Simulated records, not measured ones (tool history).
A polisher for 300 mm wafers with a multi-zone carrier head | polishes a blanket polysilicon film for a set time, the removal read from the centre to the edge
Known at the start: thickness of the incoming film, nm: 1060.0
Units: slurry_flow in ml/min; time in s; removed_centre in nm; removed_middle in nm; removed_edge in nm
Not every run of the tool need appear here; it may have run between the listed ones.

| run | hour | slurry_flow | centre_zone | middle_zone | edge_zone | time | removed_centre | removed_middle | removed_edge |
|---|---|---|---|---|---|---|---|---|---|
| 1 | 0 | 315 | 1 | 1 | 1 | 41 | 386.57 | 403.87 | 392.71 |
| 2 | 1.3 | 315 | 1.01 | 1.02 | 1.03 | 43 | 409.09 | 435.59 | 402.87 |
| 3 | 8.7 | 315 | 0.94 | 1.02 | 1.03 | 43 | 382.93 | 429.16 | 421.34 |
| 4 | 13.4 | 315 | 0.94 | 1.02 | 1.03 | 47 | 410.04 | 477.54 | 452.11 |
| 5 | 15.8 | 325 | 0.96 | 1.01 | 1.05 | 49 | 449.91 | 493.49 | 472.88 |
| 6 | 18.8 | 330 | 0.96 | 1.01 | 1.06 | 50 | 461.25 | 499.37 | 486.94 |
| 7 | 20.1 | 340 | 0.96 | 1.02 | 1.07 | 51 | 476.41 | 523.07 | 498.07 |
| 8 | 21.2 | 345 | 0.96 | 1.02 | 1.08 | 52 | 485.95 | 523.08 | 508.71 |
| 9 | 27 | 345 | 0.96 | 1.02 | 1.08 | 52 | 493.52 | 531.01 | 509.42 |
| 10 | 35.7 | 350 | 0.96 | 1.02 | 1.09 | 52 | 468.35 | 526.82 | 495.1 |

Run 11 comes next. What will it give?
| 11 | 38.1 | 345 | 0.96 | 1.02 | 1.07 | 52 | ? | ? | ? |

For run 11 the tool returned removed_centre 476.68 nm, removed_middle 523.18 nm, removed_edge 503.58 nm.
